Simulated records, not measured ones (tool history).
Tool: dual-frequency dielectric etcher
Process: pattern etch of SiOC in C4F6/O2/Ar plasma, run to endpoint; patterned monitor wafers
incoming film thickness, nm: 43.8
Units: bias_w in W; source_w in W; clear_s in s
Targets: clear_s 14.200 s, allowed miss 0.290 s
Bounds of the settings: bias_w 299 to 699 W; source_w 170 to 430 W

run 1 hour=0.0 | bias_w=499 source_w=300 | clear_s=15.846
run 2 hour=7.4 | bias_w=499 source_w=260 | clear_s=16.750
run 3 hour=11.9 | bias_w=533 source_w=270 | clear_s=16.067
run 4 hour=13.1 | bias_w=559 source_w=270 | clear_s=15.776
run 5 hour=22.1 | bias_w=582 source_w=270 | clear_s=15.743
run 6 hour=30.0 | bias_w=613 source_w=270 | clear_s=15.450
run 7 hour=35.4 | bias_w=627 source_w=280 | clear_s=14.988
run 8 hour=40.5 | bias_w=627 source_w=280 | clear_s=15.202
run 9 hour=41.7 | bias_w=639 source_w=290 | clear_s=14.595

4 next moves are on the table. One of them brings every result within its allowed miss. Which?
run A hour=42.9 | bias_w=518 source_w=310 | clear_s=?
run B hour=42.9 | bias_w=635 source_w=320 | clear_s=?
run C hour=42.9 | bias_w=668 source_w=280 | clear_s=?
run D hour=42.9 | bias_w=627 source_w=280 | clear_s=?

move=A clear_s=15.506
move=B clear_s=14.272
move=C clear_s=14.799
move=D clear_s=15.135
A: further off than the last run
B: meets every target
C: further off than the last run
D: further off than the last run
The right move is B.
